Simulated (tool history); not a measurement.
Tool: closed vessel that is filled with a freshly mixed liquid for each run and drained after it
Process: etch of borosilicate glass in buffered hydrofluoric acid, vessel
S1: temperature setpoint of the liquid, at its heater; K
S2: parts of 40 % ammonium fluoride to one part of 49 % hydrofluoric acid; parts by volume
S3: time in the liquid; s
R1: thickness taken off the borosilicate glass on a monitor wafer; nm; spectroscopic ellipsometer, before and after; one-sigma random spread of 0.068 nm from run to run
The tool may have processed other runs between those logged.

run    day      S1    S2  S3      R1
  1      0  295.15  22.5  30  16.415
  2  0.121  295.15  22.5  30  16.491
  3  0.433  295.15  22.5  30  16.521
  4  0.571  295.15    20  30   18.17
  5  0.642  295.15  25.5  30  15.132
  6  0.708  292.65  25.5  30  13.159

Run 7 has not been measured yet. What should we expect?
  7  1.046  294.65  25.5  30   ?

R1: 14.705 nm
